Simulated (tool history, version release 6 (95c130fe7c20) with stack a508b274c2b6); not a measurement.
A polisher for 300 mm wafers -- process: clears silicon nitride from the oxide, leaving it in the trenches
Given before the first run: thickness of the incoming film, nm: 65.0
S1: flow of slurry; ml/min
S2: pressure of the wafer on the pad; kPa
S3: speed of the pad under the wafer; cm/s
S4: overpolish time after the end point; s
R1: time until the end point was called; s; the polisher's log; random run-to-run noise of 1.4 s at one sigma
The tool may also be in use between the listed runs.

| run | hour | S1 | S2 | S3 | S4 | R1 |
|---|---|---|---|---|---|---|
| 1 | 0.0 | 260 | 15.9 | 112 | 5 | 84.080 |
| 2 | 5.9 | 260 | 14.5 | 112 | 5 | 90.750 |
| 3 | 14.7 | 260 | 13.1 | 112 | 5 | 99.947 |
| 4 | 17.0 | 260 | 12.4 | 112 | 5 | 104.920 |
| 5 | 18.6 | 260 | 11.7 | 112 | 5 | 109.780 |
| 6 | 21.3 | 260 | 11.7 | 112 | 5 | 110.220 |
| 7 | 27.4 | 260 | 11.0 | 112 | 5 | 117.710 |
| 8 | 30.3 | 260 | 10.3 | 112 | 5 | 121.880 |

Predict the results of run 9:
| 9 | 38.8 | 260 | 9.0 | 112 | 5 | ? |

Run 9 yielded R1 136.120 s.
